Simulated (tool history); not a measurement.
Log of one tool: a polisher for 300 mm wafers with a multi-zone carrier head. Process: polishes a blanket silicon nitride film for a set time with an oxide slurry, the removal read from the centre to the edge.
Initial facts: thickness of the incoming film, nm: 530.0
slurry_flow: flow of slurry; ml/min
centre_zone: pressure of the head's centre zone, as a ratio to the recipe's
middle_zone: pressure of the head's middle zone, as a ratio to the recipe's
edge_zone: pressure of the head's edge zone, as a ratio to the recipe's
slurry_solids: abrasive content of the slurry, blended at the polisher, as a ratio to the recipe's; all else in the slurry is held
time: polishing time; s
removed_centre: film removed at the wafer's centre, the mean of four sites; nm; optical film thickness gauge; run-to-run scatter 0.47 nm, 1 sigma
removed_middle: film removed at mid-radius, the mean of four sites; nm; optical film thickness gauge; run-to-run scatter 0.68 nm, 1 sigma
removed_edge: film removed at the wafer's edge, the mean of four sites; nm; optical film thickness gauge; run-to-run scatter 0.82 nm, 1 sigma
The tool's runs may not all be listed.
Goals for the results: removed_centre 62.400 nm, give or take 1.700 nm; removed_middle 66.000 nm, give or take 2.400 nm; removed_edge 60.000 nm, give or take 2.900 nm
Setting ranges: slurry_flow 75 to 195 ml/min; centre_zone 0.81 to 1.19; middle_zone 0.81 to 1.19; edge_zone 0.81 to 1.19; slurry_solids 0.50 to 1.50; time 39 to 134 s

run 1 hour=0.0 | slurry_flow=125 centre_zone=1.00 middle_zone=1.00 edge_zone=1.00 slurry_solids=1.00 time=86 | removed_centre=41.621 removed_middle=42.437 removed_edge=41.272
run 2 hour=4.0 | slurry_flow=125 centre_zone=1.00 middle_zone=1.00 edge_zone=1.00 slurry_solids=0.80 time=86 | removed_centre=35.429 removed_middle=36.460 removed_edge=36.107
run 3 hour=12.7 | slurry_flow=140 centre_zone=1.00 middle_zone=1.00 edge_zone=1.00 slurry_solids=0.80 time=86 | removed_centre=36.791 removed_middle=37.276 removed_edge=35.819
run 4 hour=16.5 | slurry_flow=160 centre_zone=1.00 middle_zone=1.00 edge_zone=1.00 slurry_solids=0.80 time=86 | removed_centre=37.799 removed_middle=38.208 removed_edge=36.917
run 5 hour=22.4 | slurry_flow=160 centre_zone=1.00 middle_zone=1.05 edge_zone=1.00 slurry_solids=0.80 time=86 | removed_centre=37.774 removed_middle=39.919 removed_edge=37.052
run 6 hour=25.7 | slurry_flow=160 centre_zone=1.00 middle_zone=1.05 edge_zone=1.00 slurry_solids=0.80 time=68 | removed_centre=30.154 removed_middle=31.296 removed_edge=28.953
run 7 hour=33.2 | slurry_flow=160 centre_zone=1.02 middle_zone=1.08 edge_zone=1.04 slurry_solids=1.00 time=73 | removed_centre=38.186 removed_middle=40.572 removed_edge=37.518
run 8 hour=40.2 | slurry_flow=165 centre_zone=1.05 middle_zone=1.11 edge_zone=1.07 slurry_solids=1.15 time=73 | removed_centre=42.628 removed_middle=45.104 removed_edge=39.998
run 9 hour=47.3 | slurry_flow=160 centre_zone=1.05 middle_zone=1.11 edge_zone=1.10 slurry_solids=1.25 time=77 | removed_centre=45.743 removed_middle=48.212 removed_edge=44.460
run 10 hour=54.6 | slurry_flow=160 centre_zone=1.06 middle_zone=1.13 edge_zone=1.12 slurry_solids=1.35 time=81 | removed_centre=51.373 removed_middle=54.722 removed_edge=48.188
run 11 hour=63.5 | slurry_flow=165 centre_zone=1.06 middle_zone=1.12 edge_zone=1.14 slurry_solids=1.40 time=84 | removed_centre=54.530 removed_middle=56.581 removed_edge=49.765
run 12 hour=71.3 | slurry_flow=145 centre_zone=1.07 middle_zone=1.13 edge_zone=1.16 slurry_solids=1.45 time=88 | removed_centre=56.628 removed_middle=59.414 removed_edge=55.883
run 13 hour=78.8 | slurry_flow=145 centre_zone=1.08 middle_zone=1.15 edge_zone=1.16 slurry_solids=1.45 time=89 | removed_centre=57.448 removed_middle=60.874 removed_edge=54.618
run 14 hour=85.3 | slurry_flow=150 centre_zone=1.07 middle_zone=1.15 edge_zone=1.17 slurry_solids=1.45 time=91 | removed_centre=59.207 removed_middle=63.225 removed_edge=57.470
run 15 hour=90.2 | slurry_flow=150 centre_zone=1.07 middle_zone=1.15 edge_zone=1.18 slurry_solids=1.45 time=91 | removed_centre=58.203 removed_middle=62.691 removed_edge=56.589
run 16 hour=97.6 | slurry_flow=150 centre_zone=1.07 middle_zone=1.15 edge_zone=1.18 slurry_solids=1.45 time=92 | removed_centre=59.099 removed_middle=62.184 removed_edge=56.851
-- hour=99.4 edge zone pressure recalibrated
run 17 hour=99.4 | slurry_flow=150 centre_zone=1.07 middle_zone=1.15 edge_zone=1.18 slurry_solids=1.45 time=93 | removed_centre=59.700 removed_middle=63.899 removed_edge=59.258

Which single option among these 4 for the next run brings every result within its allowed miss of target? Just one does.
run A hour=101.2 | slurry_flow=100 centre_zone=1.11 middle_zone=1.17 edge_zone=1.13 slurry_solids=1.05 time=123 | removed_centre=? removed_middle=? removed_edge=?
run B hour=101.2 | slurry_flow=135 centre_zone=1.05 middle_zone=1.14 edge_zone=1.15 slurry_solids=1.45 time=95 | removed_centre=? removed_middle=? removed_edge=?
run C hour=101.2 | slurry_flow=130 centre_zone=1.15 middle_zone=1.07 edge_zone=1.19 slurry_solids=1.40 time=97 | removed_centre=? removed_middle=? removed_edge=?
run D hour=101.2 | slurry_flow=155 centre_zone=1.00 middle_zone=1.07 edge_zone=1.08 slurry_solids=1.35 time=102 | removed_centre=? removed_middle=? removed_edge=?

move=A removed_centre=61.881 removed_middle=65.705 removed_edge=60.890
move=B removed_centre=57.894 removed_middle=62.928 removed_edge=58.369
move=C removed_centre=63.184 removed_middle=59.645 removed_edge=59.013
move=D removed_centre=59.323 removed_middle=64.191 removed_edge=61.050
A: in spec on every target
B: its largest miss is bigger than the last run's
C: the furthest-off result lands on target, but another misses its tolerance
D: its largest miss is bigger than the last run's
Correct choice: A, which meets every target
